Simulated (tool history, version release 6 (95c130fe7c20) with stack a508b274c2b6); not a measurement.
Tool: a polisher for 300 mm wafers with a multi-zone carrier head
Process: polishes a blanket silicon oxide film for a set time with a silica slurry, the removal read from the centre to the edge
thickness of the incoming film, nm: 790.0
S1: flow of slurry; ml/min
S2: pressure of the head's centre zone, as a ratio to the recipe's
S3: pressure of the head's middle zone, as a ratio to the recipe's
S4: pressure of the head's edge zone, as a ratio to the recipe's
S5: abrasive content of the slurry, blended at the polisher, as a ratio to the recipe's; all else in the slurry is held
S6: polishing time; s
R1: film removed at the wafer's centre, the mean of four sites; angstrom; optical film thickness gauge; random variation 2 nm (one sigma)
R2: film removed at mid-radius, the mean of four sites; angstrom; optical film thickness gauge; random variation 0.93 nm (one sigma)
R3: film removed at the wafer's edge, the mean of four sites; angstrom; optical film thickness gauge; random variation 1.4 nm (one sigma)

run,hour,S1,S2,S3,S4,S5,S6,R1,R2,R3
1,0,305,1,1,1,1,80,2636.4,2425.8,2435.5
2,5.2,300,0.97,0.98,0.98,0.9,79,2408.7,2261.2,2286.2
3,13.8,240,0.97,0.98,0.98,0.9,79,2348.8,2240.4,2259.4
4,14.3,240,0.97,0.98,0.92,0.9,79,2376.3,2209,2185.6
5,17.2,240,0.95,0.96,0.91,0.85,78,2252.6,2093.8,2101.4
6,19,235,0.93,0.95,0.9,0.8,77,2153.9,2027.3,1983.4

The next listed run, before its measurement:
# hour 23.7: centre zone pressure recalibrated
7,23.7,230,0.91,0.93,0.92,0.75,76,?,?,?

R1: 1899.4 angstrom
R2: 1903.5 angstrom
R3: 1959 angstrom

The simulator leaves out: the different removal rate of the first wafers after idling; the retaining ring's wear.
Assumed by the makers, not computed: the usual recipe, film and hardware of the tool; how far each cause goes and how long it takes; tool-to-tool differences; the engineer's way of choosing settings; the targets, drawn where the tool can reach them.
